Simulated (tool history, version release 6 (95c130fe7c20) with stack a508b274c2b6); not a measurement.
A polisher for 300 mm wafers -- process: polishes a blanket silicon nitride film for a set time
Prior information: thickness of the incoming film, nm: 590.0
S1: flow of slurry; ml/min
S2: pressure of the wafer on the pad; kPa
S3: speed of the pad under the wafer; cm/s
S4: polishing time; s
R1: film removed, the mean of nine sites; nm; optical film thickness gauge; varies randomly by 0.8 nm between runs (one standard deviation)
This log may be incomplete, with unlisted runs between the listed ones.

Run 1, day 0.000: S1 310 ml/min, S2 29.0 kPa, S3 112 cm/s, S4 44 s. Result: R1 81.911 nm.
Run 2, day 0.221: S1 310 ml/min, S2 31.7 kPa, S3 112 cm/s, S4 44 s. Result: R1 87.727 nm.
Run 3, day 0.438: S1 310 ml/min, S2 31.7 kPa, S3 124 cm/s, S4 44 s. Result: R1 95.232 nm.
Run 4, day 0.467: S1 310 ml/min, S2 28.3 kPa, S3 122 cm/s, S4 44 s. Result: R1 83.243 nm.
Run 5, day 0.558: S1 310 ml/min, S2 25.5 kPa, S3 120 cm/s, S4 44 s. Result: R1 76.464 nm.
Run 6, day 0.888: S1 310 ml/min, S2 23.4 kPa, S3 118 cm/s, S4 44 s. Result: R1 67.834 nm.
Run 7, day 1.004: S1 310 ml/min, S2 23.4 kPa, S3 118 cm/s, S4 44 s. Result: R1 69.496 nm.

What does the tool deliver on the next run?
Run 8, day 1.071: S1 310 ml/min, S2 22.1 kPa, S3 118 cm/s, S4 44 s. Result: R1 ?.

{"run 8": {"R1": 64.563}}

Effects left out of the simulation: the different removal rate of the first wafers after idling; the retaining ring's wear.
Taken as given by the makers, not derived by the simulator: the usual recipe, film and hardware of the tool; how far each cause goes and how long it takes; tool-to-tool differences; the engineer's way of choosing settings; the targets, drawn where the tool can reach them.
